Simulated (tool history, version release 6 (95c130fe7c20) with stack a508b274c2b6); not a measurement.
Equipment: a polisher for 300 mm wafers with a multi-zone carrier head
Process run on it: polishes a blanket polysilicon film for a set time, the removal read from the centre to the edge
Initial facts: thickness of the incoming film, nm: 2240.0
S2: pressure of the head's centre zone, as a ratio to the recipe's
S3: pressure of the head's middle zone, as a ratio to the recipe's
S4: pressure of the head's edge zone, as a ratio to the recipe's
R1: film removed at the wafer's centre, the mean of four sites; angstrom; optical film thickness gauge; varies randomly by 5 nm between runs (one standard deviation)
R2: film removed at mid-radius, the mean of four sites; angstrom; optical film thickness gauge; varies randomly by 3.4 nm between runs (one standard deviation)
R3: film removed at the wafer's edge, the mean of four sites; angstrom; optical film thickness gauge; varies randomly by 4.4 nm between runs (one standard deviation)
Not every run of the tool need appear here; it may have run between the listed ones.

Run 1, hour 0.0: flow of slurry (ml/min) 220, S2 1.00, S3 1.00, S4 1.00, polishing time (s) 31. Result: R1 2904.4 angstrom, R2 2945.0 angstrom, R3 2983.9 angstrom.
Run 2, hour 3.6: flow of slurry (ml/min) 225, S2 1.00, S3 1.03, S4 1.02, polishing time (s) 32. Result: R1 3055.0 angstrom, R2 3127.0 angstrom, R3 3094.0 angstrom.
Run 3, hour 5.8: flow of slurry (ml/min) 230, S2 0.99, S3 1.05, S4 1.04, polishing time (s) 33. Result: R1 3117.7 angstrom, R2 3253.4 angstrom, R3 3269.8 angstrom.
Run 4, hour 9.1: flow of slurry (ml/min) 230, S2 0.92, S3 1.05, S4 1.04, polishing time (s) 33. Result: R1 2885.4 angstrom, R2 3240.1 angstrom, R3 3221.3 angstrom.
Run 5, hour 15.6: flow of slurry (ml/min) 235, S2 0.93, S3 1.07, S4 1.05, polishing time (s) 33. Result: R1 3029.6 angstrom, R2 3302.5 angstrom, R3 3234.8 angstrom.
Run 6, hour 16.2: flow of slurry (ml/min) 235, S2 0.92, S3 1.09, S4 1.05, polishing time (s) 34. Result: R1 3010.7 angstrom, R2 3404.5 angstrom, R3 3411.6 angstrom.

For run 7, what comes out?
Run 7, hour 24.9: flow of slurry (ml/min) 245, S2 0.93, S3 1.11, S4 1.03, polishing time (s) 34. Result: R1 ?, R2 ?, R3 ?.

R1: 3021.6 angstrom
R2: 3453.0 angstrom
R3: 3288.9 angstrom
